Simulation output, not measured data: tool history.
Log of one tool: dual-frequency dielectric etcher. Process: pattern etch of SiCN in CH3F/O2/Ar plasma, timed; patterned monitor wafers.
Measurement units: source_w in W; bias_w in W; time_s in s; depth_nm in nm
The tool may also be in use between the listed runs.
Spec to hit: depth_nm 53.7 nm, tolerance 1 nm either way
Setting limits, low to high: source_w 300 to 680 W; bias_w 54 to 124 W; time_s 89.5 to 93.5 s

run	day	source_w	bias_w	time_s	depth_nm
1	0	490	89	89.5	47.428
2	0.267	490	89	89.5	47.114
3	0.317	550	89	89.5	48.783
4	0.633	570	92	89.5	49.217
5	0.838	600	92	89.5	50.42
6	0.971	600	85	89.5	49.093
7	1.121	610	89	89.5	50.181
8	1.279	620	92	89.5	50.823
9	1.342	630	94	89.5	51.53
10	1.512	640	95	89.5	51.97
11	1.708	650	96	89.5	52.55

Exactly one of the 4 candidate moves below puts every result within its allowed miss. Which one?
A	1.904	620	83	93.5	?
B	1.904	570	90	92.5	?
C	1.904	620	101	93.5	?
D	1.904	590	108	89.5	?

move	depth_nm
A	51.35
B	51.102
C	55.255
D	53.503
A: its largest miss is bigger than the last run's
B: its largest miss is bigger than the last run's
C: the result that was furthest off in the last run now lies on the other side of its target
D: each result inside its tolerance
Correct choice: D, which meets every target
